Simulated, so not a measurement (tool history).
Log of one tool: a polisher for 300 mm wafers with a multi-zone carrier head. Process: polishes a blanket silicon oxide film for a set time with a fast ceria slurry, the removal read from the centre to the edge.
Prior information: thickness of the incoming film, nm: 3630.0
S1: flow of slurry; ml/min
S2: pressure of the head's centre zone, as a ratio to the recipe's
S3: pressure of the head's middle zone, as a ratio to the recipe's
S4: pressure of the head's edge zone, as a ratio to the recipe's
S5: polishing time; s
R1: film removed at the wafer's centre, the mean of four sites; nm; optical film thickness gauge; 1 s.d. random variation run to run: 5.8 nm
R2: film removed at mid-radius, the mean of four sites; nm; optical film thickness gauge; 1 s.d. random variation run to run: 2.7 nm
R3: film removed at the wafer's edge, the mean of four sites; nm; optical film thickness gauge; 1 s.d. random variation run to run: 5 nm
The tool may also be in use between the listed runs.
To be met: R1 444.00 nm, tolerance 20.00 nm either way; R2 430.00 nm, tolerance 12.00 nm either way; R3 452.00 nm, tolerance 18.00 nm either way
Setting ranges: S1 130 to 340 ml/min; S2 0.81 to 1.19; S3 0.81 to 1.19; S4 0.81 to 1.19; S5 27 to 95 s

Run 1, hour 0.0: S1 220 ml/min, S2 1.00, S3 1.00, S4 1.00, S5 61 s. Result: R1 767.91 nm, R2 750.18 nm, R3 793.90 nm.
Run 2, hour 6.3: S1 220 ml/min, S2 0.97, S3 1.00, S4 1.00, S5 61 s. Result: R1 732.57 nm, R2 752.56 nm, R3 770.44 nm.
Run 3, hour 11.3: S1 220 ml/min, S2 0.97, S3 1.04, S4 1.00, S5 61 s. Result: R1 746.04 nm, R2 777.21 nm, R3 791.97 nm.
Run 4, hour 13.9: S1 220 ml/min, S2 1.01, S3 1.04, S4 1.00, S5 61 s. Result: R1 776.35 nm, R2 768.11 nm, R3 767.16 nm.
Run 5, hour 17.6: S1 220 ml/min, S2 1.01, S3 1.04, S4 1.00, S5 56 s. Result: R1 689.89 nm, R2 714.05 nm, R3 721.25 nm.
Run 6, hour 23.2: S1 220 ml/min, S2 1.01, S3 1.04, S4 0.93, S5 56 s. Result: R1 697.51 nm, R2 716.33 nm, R3 693.52 nm.
Run 7, hour 31.4: S1 215 ml/min, S2 1.01, S3 1.02, S4 0.92, S5 52 s. Result: R1 662.10 nm, R2 651.13 nm, R3 643.25 nm.
Run 8, hour 39.6: S1 210 ml/min, S2 1.00, S3 1.01, S4 0.91, S5 49 s. Result: R1 602.77 nm, R2 611.17 nm, R3 604.46 nm.
Run 9, hour 47.6: S1 200 ml/min, S2 1.01, S3 0.91, S4 0.83, S5 32 s. Result: R1 402.81 nm, R2 361.98 nm, R3 383.58 nm.
Run 10, hour 51.5: S1 210 ml/min, S2 1.01, S3 0.92, S4 0.85, S5 32 s. Result: R1 405.11 nm, R2 362.18 nm, R3 386.74 nm.
Run 11, hour 56.9: S1 210 ml/min, S2 1.01, S3 0.93, S4 0.87, S5 32 s. Result: R1 399.67 nm, R2 370.28 nm, R3 401.77 nm.
Run 12, hour 57.6: S1 270 ml/min, S2 1.09, S3 1.03, S4 0.94, S5 34 s. Result: R1 466.03 nm, R2 443.98 nm, R3 428.81 nm.
Run 13, hour 63.1: S1 270 ml/min, S2 1.08, S3 1.03, S4 0.95, S5 34 s. Result: R1 478.22 nm, R2 444.10 nm, R3 432.67 nm.

Which of these 5 next moves meets every target?
Run A, hour 68.6: S1 235 ml/min, S2 0.98, S3 1.04, S4 1.02, S5 35 s. Result: R1 ?, R2 ?, R3 ?.
Run B, hour 68.6: S1 170 ml/min, S2 0.98, S3 1.06, S4 0.90, S5 37 s. Result: R1 ?, R2 ?, R3 ?.
Run C, hour 68.6: S1 295 ml/min, S2 0.93, S3 0.90, S4 1.15, S5 37 s. Result: R1 ?, R2 ?, R3 ?.
Run D, hour 68.6: S1 265 ml/min, S2 1.03, S3 1.06, S4 0.96, S5 34 s. Result: R1 ?, R2 ?, R3 ?.
Run E, hour 68.6: S1 240 ml/min, S2 0.98, S3 0.96, S4 0.93, S5 36 s. Result: R1 ?, R2 ?, R3 ?.

move      R1      R2      R3
   A  435.45  448.05  442.66
   B  437.48  459.99  436.10
   C  448.41  430.08  496.16
   D  451.68  448.39  426.64
   E  448.90  431.87  444.43
A: puts the biggest miss on target and leaves a different result outside tolerance
B: puts the biggest miss on target and leaves a different result outside tolerance
C: puts the biggest miss on target and leaves a different result outside tolerance
D: puts the biggest miss on target and leaves a different result outside tolerance
E: meets every target
Move E is the one to make.

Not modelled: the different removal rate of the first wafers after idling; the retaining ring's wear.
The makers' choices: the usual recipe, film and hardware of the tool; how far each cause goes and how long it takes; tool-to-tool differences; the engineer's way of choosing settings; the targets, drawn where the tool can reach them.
